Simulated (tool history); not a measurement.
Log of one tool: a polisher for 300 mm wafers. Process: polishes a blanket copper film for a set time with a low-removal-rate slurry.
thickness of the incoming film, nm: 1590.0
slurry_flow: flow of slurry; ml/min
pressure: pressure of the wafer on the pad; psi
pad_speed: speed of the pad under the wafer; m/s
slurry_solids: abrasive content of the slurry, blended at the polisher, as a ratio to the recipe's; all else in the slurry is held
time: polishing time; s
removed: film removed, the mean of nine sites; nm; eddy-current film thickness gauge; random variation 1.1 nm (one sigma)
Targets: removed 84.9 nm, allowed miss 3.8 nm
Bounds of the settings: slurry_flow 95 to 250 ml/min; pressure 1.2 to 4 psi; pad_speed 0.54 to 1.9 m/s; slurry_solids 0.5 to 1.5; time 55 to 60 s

Run 1, hour 0: slurry_flow 160 ml/min, pressure 2.6 psi, pad_speed 1.22 m/s, slurry_solids 1, time 60 s. Result: removed 190.32 nm.
Run 2, hour 3.7: slurry_flow 160 ml/min, pressure 2.4 psi, pad_speed 1.18 m/s, slurry_solids 1, time 60 s. Result: removed 173.55 nm.
Run 3, hour 10.7: slurry_flow 160 ml/min, pressure 2.3 psi, pad_speed 1.14 m/s, slurry_solids 1, time 60 s. Result: removed 162.37 nm.
Run 4, hour 16: slurry_flow 160 ml/min, pressure 1.7 psi, pad_speed 1.14 m/s, slurry_solids 1, time 60 s. Result: removed 119.76 nm.
Run 5, hour 18.1: slurry_flow 195 ml/min, pressure 1.7 psi, pad_speed 1.14 m/s, slurry_solids 1, time 60 s. Result: removed 122.24 nm.
Run 6, hour 26.8: slurry_flow 195 ml/min, pressure 1.6 psi, pad_speed 1.12 m/s, slurry_solids 1, time 60 s. Result: removed 113.64 nm.
Run 7, hour 34.9: slurry_flow 195 ml/min, pressure 1.6 psi, pad_speed 1.1 m/s, slurry_solids 1, time 60 s. Result: removed 110.25 nm.
Run 8, hour 36.2: slurry_flow 195 ml/min, pressure 1.4 psi, pad_speed 1.04 m/s, slurry_solids 1, time 60 s. Result: removed 94.002 nm.

4 next moves are on the table. One of them brings every result within its allowed miss. Which?
Run A, hour 37.5: slurry_flow 165 ml/min, pressure 1.5 psi, pad_speed 1 m/s, slurry_solids 0.5, time 60 s. Result: removed ?.
Run B, hour 37.5: slurry_flow 170 ml/min, pressure 1.3 psi, pad_speed 1.02 m/s, slurry_solids 1, time 56 s. Result: removed ?.
Run C, hour 37.5: slurry_flow 225 ml/min, pressure 1.5 psi, pad_speed 1.2 m/s, slurry_solids 0.85, time 56 s. Result: removed ?.
Run D, hour 37.5: slurry_flow 200 ml/min, pressure 1.5 psi, pad_speed 1.12 m/s, slurry_solids 1, time 55 s. Result: removed ?.

move  removed
   A   81.963
   B   76.974
   C   104.26
   D   97.132
A: meets every target
B: takes the result that was furthest off past its target
C: further off than the last run
D: further off than the last run
Move A is the one to make.
